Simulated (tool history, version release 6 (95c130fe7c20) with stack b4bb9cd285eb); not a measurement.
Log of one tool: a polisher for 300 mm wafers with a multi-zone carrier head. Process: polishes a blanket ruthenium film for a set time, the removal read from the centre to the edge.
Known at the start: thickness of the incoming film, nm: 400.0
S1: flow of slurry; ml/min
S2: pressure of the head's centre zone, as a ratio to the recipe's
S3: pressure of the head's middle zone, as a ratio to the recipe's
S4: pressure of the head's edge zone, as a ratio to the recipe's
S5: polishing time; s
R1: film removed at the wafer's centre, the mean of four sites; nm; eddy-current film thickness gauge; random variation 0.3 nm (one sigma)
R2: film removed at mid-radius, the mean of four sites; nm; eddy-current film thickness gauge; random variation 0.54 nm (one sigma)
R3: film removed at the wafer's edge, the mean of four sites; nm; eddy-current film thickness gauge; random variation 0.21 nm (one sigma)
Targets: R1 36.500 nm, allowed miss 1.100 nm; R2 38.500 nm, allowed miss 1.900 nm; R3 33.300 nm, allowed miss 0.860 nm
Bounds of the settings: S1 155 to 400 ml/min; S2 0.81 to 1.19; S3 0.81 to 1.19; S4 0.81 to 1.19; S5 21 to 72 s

| run | hour | S1 | S2 | S3 | S4 | S5 | R1 | R2 | R3 |
|---|---|---|---|---|---|---|---|---|---|
| 1 | 0.0 | 255 | 1.00 | 1.00 | 1.00 | 46 | 42.540 | 45.334 | 42.246 |
| 2 | 1.9 | 255 | 1.00 | 1.00 | 0.98 | 45 | 41.452 | 43.692 | 40.884 |
| 3 | 4.6 | 255 | 1.00 | 1.00 | 0.96 | 44 | 40.810 | 42.893 | 39.600 |
| 4 | 8.7 | 255 | 1.00 | 1.00 | 0.94 | 44 | 41.219 | 42.664 | 39.171 |
| 5 | 17.0 | 250 | 1.00 | 1.00 | 0.93 | 44 | 40.114 | 42.321 | 38.862 |
| 6 | 18.1 | 250 | 1.00 | 1.00 | 0.89 | 44 | 40.715 | 40.724 | 38.678 |
| 7 | 19.4 | 240 | 1.02 | 1.10 | 0.84 | 37 | 34.607 | 38.651 | 31.608 |
| 8 | 24.1 | 245 | 1.02 | 1.09 | 0.85 | 37 | 34.712 | 37.147 | 31.569 |
| 9 | 30.5 | 245 | 1.02 | 1.09 | 0.85 | 37 | 34.726 | 36.777 | 31.723 |

Which of these 4 next moves meets every target?
| A | 36.9 | 265 | 1.09 | 1.18 | 0.88 | 38 | ? | ? | ? |
| B | 36.9 | 275 | 1.14 | 0.92 | 0.92 | 37 | ? | ? | ? |
| C | 36.9 | 285 | 0.99 | 1.03 | 0.81 | 39 | ? | ? | ? |
| D | 36.9 | 325 | 0.91 | 1.01 | 0.89 | 37 | ? | ? | ? |

| move | R1 | R2 | R3 |
|---|---|---|---|
| A | 38.490 | 42.310 | 33.277 |
| B | 39.310 | 33.469 | 33.171 |
| C | 36.122 | 38.972 | 33.386 |
| D | 31.915 | 36.839 | 33.125 |
A: brings the result that was furthest off to its target, and leaves another outside
B: brings the result that was furthest off to its target, and leaves another outside
C: meets every target
D: brings the result that was furthest off to its target, and leaves another outside
The right move is C.
